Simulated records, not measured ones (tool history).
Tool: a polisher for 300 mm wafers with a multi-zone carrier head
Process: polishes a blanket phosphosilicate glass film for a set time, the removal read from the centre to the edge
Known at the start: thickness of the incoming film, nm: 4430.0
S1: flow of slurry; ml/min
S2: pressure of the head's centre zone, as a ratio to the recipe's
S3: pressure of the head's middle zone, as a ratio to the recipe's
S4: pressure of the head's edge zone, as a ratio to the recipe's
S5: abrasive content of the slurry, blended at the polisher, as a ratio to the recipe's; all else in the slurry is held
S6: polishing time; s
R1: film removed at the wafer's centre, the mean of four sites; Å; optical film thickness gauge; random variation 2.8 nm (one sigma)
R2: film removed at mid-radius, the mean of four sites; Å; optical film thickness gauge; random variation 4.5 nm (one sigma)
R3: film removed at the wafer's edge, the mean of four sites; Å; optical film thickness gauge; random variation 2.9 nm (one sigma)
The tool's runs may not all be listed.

run 1 day=0 | S1=230 S2=1 S3=1 S4=1 S5=1 S6=64 | R1=4832.2 R2=5212.3 R3=5138.6
run 2 day=0.092 | S1=230 S2=0.93 S3=1 S4=1 S5=1 S6=64 | R1=4484.8 R2=5164 R3=5099.8
run 3 day=0.446 | S1=230 S2=0.93 S3=1.04 S4=1 S5=1 S6=64 | R1=4487.8 R2=5398 R3=5200.5
run 4 day=0.542 | S1=235 S2=0.95 S3=1.01 S4=0.96 S5=0.9 S6=63 | R1=4433.6 R2=4902 R3=4845.1
run 5 day=0.579 | S1=235 S2=0.95 S3=1.01 S4=0.96 S5=0.75 S6=63 | R1=4127.5 R2=4642.1 R3=4573.1
run 6 day=0.625 | S1=235 S2=0.95 S3=1.01 S4=0.96 S5=0.75 S6=73 | R1=4832.2 R2=5295.2 R3=5330.8
run 7 day=0.867 | S1=240 S2=0.97 S3=1.01 S4=0.93 S5=0.7 S6=69 | R1=4499.9 R2=5007.8 R3=4871.6
run 8 day=1.162 | S1=240 S2=1 S3=1 S4=0.91 S5=0.65 S6=66 | R1=4367.7 R2=4661.6 R3=4578.5
run 9 day=1.396 | S1=245 S2=1.02 S3=1 S4=0.89 S5=0.6 S6=63 | R1=4180.8 R2=4373.8 R3=4167
run 10 day=1.558 | S1=245 S2=1.03 S3=0.99 S4=0.88 S5=0.6 S6=61 | R1=4128.6 R2=4303 R3=3958.8
run 11 day=1.617 | S1=240 S2=1.03 S3=0.97 S4=0.87 S5=0.6 S6=60 | R1=4040.2 R2=4032.1 R3=3920.3
run 12 day=1.829 | S1=235 S2=1.03 S3=0.97 S4=0.86 S5=0.6 S6=59 | R1=3927.7 R2=3979.8 R3=3915.9
run 13 day=1.992 | S1=240 S2=1.04 S3=0.97 S4=0.86 S5=0.6 S6=58 | R1=3973.5 R2=3942 R3=3791.5
run 14 day=2.054 | S1=240 S2=1.04 S3=0.97 S4=0.86 S5=0.6 S6=58 | R1=3927.2 R2=3886.6 R3=3811
run 15 day=2.175 | S1=240 S2=1.05 S3=0.97 S4=0.85 S5=0.6 S6=57 | R1=3863.7 R2=3903.2 R3=3721.5

Run 16 comes next. What will it give?
run 16 day=2.458 | S1=240 S2=1.06 S3=0.97 S4=0.84 S5=0.6 S6=57 | R1=? R2=? R3=?

R1: 3957.9 Å
R2: 3852.1 Å
R3: 3654.5 Å
